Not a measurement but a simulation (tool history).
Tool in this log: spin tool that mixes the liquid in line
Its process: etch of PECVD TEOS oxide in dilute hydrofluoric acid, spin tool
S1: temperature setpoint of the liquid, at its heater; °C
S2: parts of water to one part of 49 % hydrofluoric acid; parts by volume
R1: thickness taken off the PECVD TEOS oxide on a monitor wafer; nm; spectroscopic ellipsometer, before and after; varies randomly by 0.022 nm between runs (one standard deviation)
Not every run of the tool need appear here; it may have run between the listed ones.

run 1 hour=0 | S1=20 S2=65 time_under_the_liquid_(s)=25 | R1=3.1987
run 2 hour=5.6 | S1=19 S2=70 time_under_the_liquid_(s)=25 | R1=2.8021
run 3 hour=13.5 | S1=19 S2=70 time_under_the_liquid_(s)=15 | R1=1.704
run 4 hour=20.6 | S1=19 S2=90 time_under_the_liquid_(s)=15 | R1=1.3092
run 5 hour=21.5 | S1=20.5 S2=90 time_under_the_liquid_(s)=15 | R1=1.3689
run 6 hour=23.1 | S1=22.5 S2=90 time_under_the_liquid_(s)=15 | R1=1.4857
run 7 hour=24.4 | S1=24 S2=85 time_under_the_liquid_(s)=15 | R1=1.6743
run 8 hour=29.6 | S1=25 S2=80 time_under_the_liquid_(s)=15 | R1=1.9058
run 9 hour=30.3 | S1=25.5 S2=80 time_under_the_liquid_(s)=15 | R1=1.932

Forecast run 10:
-- hour=37.1 thermometer replaced
run 10 hour=37.1 | S1=28 S2=75 time_under_the_liquid_(s)=15 | R1=?

{"run 10": {"R1": 2.1578}}
